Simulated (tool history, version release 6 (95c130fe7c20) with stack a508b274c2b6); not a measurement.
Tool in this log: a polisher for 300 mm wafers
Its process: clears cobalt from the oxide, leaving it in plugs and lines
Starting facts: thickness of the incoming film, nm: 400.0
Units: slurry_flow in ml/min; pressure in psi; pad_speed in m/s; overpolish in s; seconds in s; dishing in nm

run	hour	slurry_flow	pressure	pad_speed	overpolish	seconds	dishing
1	0	315	2.4	1.12	9	63.331	34.676
2	5.9	315	2.5	1.12	8	61.249	32.346
3	10.3	315	2.6	1.12	8	58.168	33.553
4	14.1	245	2.6	1.12	8	61.794	32.527
5	16.4	245	2.6	1.4	8	49.132	36.91
6	24.2	250	2.6	1.4	8	48.349	37.194
7	30.7	255	2.6	1.4	8	48.316	37.06
8	36.8	260	2.6	1.4	8	48.795	36.943
9	43.7	265	2.6	1.4	8	48.094	37.322
10	50.7	270	2.6	1.4	8	48.262	37.189
11	52.2	275	2.6	1.4	8	48.089	36.751
12	56.8	280	2.6	1.4	8	47.999	36.991
13	58.5	285	2.6	1.4	8	49.223	37.683

Run 14 comes next. What will it give?
14	60	280	2.6	1.4	8	?	?

{"run 14": {"seconds": 47.36, "dishing": 37.042}}

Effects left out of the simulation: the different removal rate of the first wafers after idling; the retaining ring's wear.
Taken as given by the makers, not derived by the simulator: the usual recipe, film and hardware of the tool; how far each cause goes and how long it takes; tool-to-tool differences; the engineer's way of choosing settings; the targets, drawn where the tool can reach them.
